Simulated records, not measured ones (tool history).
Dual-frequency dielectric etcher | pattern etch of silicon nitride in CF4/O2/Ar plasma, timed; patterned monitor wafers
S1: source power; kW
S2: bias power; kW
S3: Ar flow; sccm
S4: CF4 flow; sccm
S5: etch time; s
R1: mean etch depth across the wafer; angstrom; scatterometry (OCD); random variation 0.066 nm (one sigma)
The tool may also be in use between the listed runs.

| run | hour | S1 | S2 | S3 | S4 | S5 | R1 |
|---|---|---|---|---|---|---|---|
| 1 | 0.0 | 0.630 | 0.059 | 94 | 102 | 13 | 329.11 |
| 2 | 5.6 | 0.600 | 0.059 | 94 | 102 | 13 | 311.54 |
| 3 | 6.7 | 0.600 | 0.059 | 94 | 102 | 13 | 312.57 |
| 4 | 12.5 | 0.570 | 0.059 | 94 | 102 | 13 | 295.39 |
| 5 | 16.7 | 0.550 | 0.059 | 94 | 102 | 13 | 284.99 |
| 6 | 21.0 | 0.550 | 0.054 | 94 | 102 | 13 | 270.47 |
| 7 | 24.7 | 0.540 | 0.054 | 94 | 102 | 13 | 264.66 |
| 8 | 32.3 | 0.490 | 0.054 | 94 | 102 | 13 | 238.27 |

Forecast run 9:
| 9 | 36.5 | 0.500 | 0.054 | 94 | 102 | 13 | ? |

{"run 9": {"R1": 244.33}}
